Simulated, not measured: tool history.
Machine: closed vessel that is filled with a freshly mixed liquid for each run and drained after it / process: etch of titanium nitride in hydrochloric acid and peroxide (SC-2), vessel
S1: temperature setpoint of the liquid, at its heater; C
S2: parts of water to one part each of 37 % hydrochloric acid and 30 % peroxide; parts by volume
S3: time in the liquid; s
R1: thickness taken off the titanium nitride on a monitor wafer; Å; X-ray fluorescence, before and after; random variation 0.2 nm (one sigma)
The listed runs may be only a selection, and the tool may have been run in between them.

run    day    S1  S2   S3      R1
  1  0.000  53.0   5  565  231.07
  2  0.383  53.0   5  415  169.65
  3  0.683  53.0   7  415  132.88
  4  0.904  48.5   7  415   98.26
  5  1.108  51.0   7  415  115.40
  6  1.308  53.0   7  415  132.33

Forecast run 7:
  7  1.708  54.5   7  415   ?

Run 7 yielded R1 147.34 Å.

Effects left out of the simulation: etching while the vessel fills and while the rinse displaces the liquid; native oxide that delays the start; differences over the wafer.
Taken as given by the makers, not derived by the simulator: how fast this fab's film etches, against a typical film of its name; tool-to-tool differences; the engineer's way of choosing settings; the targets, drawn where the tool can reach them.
